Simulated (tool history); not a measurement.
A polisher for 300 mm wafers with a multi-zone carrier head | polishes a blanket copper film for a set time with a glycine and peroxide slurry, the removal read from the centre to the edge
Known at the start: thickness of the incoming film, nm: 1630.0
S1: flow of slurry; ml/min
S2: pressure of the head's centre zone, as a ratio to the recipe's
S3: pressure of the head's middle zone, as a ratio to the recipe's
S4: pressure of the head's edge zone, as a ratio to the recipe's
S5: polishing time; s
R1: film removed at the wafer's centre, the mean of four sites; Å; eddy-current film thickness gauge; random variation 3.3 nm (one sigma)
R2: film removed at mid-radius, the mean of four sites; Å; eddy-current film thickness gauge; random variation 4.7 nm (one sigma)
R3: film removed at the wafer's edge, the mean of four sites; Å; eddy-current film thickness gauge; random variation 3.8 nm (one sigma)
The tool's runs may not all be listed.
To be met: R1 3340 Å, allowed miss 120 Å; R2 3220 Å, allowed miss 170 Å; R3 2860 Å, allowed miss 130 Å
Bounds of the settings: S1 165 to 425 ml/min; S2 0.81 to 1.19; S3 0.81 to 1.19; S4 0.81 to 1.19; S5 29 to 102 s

run 1 hour=0 | S1=275 S2=1 S3=1 S4=1 S5=65 | R1=4581.6 R2=4675.2 R3=4717.8
run 2 hour=7.1 | S1=280 S2=1.02 S3=1.01 S4=0.97 S5=59 | R1=4250.8 R2=4224.8 R3=4031.5
run 3 hour=15.5 | S1=280 S2=1.02 S3=1 S4=0.95 S5=56 | R1=3983.5 R2=3987.9 R3=3783.4
run 4 hour=21.5 | S1=280 S2=1.02 S3=1 S4=0.95 S5=43 | R1=3071 R2=2997.7 R3=2923.7
run 5 hour=24.2 | S1=280 S2=1.02 S3=0.96 S4=0.95 S5=43 | R1=3093.6 R2=2840.4 R3=2967.9
run 6 hour=25.3 | S1=285 S2=1.03 S3=0.98 S4=0.94 S5=43 | R1=3061.1 R2=2966.4 R3=3006
run 7 hour=30.5 | S1=275 S2=1.06 S3=1 S4=0.93 S5=43 | R1=3143.5 R2=2963.1 R3=2910
run 8 hour=34.4 | S1=280 S2=1.07 S3=1.01 S4=0.92 S5=43 | R1=3209.3 R2=3129.4 R3=2842.8

Which of these 4 next moves meets every target?
run A hour=38.3 | S1=260 S2=1.07 S3=1.03 S4=0.93 S5=41 | R1=? R2=? R3=?
run B hour=38.3 | S1=285 S2=0.98 S3=0.96 S4=0.94 S5=45 | R1=? R2=? R3=?
run C hour=38.3 | S1=305 S2=1.06 S3=1.13 S4=0.85 S5=41 | R1=? R2=? R3=?
run D hour=38.3 | S1=240 S2=1.1 S3=1.05 S4=0.86 S5=44 | R1=? R2=? R3=?

move=A R1=3079.5 R2=2867.4 R3=2739.1
move=B R1=3118.5 R2=2993.2 R3=3040.8
move=C R1=3097.1 R2=3140.6 R3=2658.6
move=D R1=3372.4 R2=3105 R3=2827
A: further off than the last run
B: further off than the last run
C: further off than the last run
D: meets every target
Move D is the one to make.
